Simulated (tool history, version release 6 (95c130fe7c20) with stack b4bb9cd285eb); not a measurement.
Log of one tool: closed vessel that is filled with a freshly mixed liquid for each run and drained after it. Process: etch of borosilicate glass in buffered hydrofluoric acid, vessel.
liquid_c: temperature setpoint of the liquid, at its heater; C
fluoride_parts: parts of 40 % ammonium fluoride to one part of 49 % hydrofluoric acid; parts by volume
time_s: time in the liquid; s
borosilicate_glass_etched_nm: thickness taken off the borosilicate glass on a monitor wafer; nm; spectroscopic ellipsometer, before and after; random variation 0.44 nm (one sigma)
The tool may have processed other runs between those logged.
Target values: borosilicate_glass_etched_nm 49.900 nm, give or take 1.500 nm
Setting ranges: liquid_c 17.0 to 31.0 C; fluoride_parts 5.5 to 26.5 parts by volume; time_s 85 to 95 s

| run | day | liquid_c | fluoride_parts | time_s | borosilicate_glass_etched_nm |
|---|---|---|---|---|---|
| 1 | 0.000 | 23.0 | 16.0 | 85 | 65.683 |
| 2 | 0.329 | 21.5 | 16.0 | 85 | 60.202 |
| 3 | 0.421 | 21.5 | 18.5 | 85 | 51.904 |
| 4 | 0.538 | 21.5 | 14.5 | 85 | 66.240 |
| 5 | 0.917 | 20.0 | 15.0 | 85 | 58.993 |
| 6 | 1.054 | 19.0 | 15.0 | 85 | 55.813 |
| 7 | 1.238 | 18.5 | 15.0 | 85 | 55.792 |
| 8 | 1.492 | 18.0 | 15.0 | 85 | 53.299 |
| 9 | 1.633 | 17.5 | 15.0 | 85 | 52.311 |

Exercise: of the 4 proposed moves below, exactly one satisfies all targets within the stated allowed misses. Which move is it?
| A | 1.775 | 18.0 | 15.5 | 90 | ? |
| B | 1.775 | 17.0 | 16.0 | 90 | ? |
| C | 1.775 | 17.5 | 15.5 | 90 | ? |
| D | 1.775 | 17.0 | 14.5 | 90 | ? |

| move | borosilicate_glass_etched_nm |
|---|---|
| A | 53.575 |
| B | 49.097 |
| C | 52.105 |
| D | 54.140 |
A: moves away from the targets compared with the last run
B: hits every target within its allowed miss
C: nearer than the last run, and not there yet
D: moves away from the targets compared with the last run
Answer: B
